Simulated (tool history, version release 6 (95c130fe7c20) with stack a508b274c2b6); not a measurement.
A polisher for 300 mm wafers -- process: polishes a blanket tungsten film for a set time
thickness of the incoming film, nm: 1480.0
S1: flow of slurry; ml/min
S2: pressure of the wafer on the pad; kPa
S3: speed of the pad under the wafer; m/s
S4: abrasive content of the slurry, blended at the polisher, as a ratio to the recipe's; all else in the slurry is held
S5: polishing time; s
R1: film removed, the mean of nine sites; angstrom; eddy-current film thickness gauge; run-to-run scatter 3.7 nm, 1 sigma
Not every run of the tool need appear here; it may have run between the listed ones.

run	day	S1	S2	S3	S4	S5	R1
1	0	295	31	1.02	1	48	2447.6
2	0.279	295	31.7	1.02	1	48	2552.1
3	0.433	295	32.4	1.02	1	48	2547.5
4	0.712	295	33.1	1.02	1	48	2580.8
5	0.908	295	33.1	0.78	1	48	1997.1
6	1.2	295	35.2	0.78	1	48	2091.9
7	1.225	295	36.5	0.78	1	48	2221.4
8	1.554	295	45.5	0.8	1	48	2801.3

The next listed run, before its measurement:
9	1.679	295	46.2	0.8	1	48	?

R1: 2839.1 angstrom
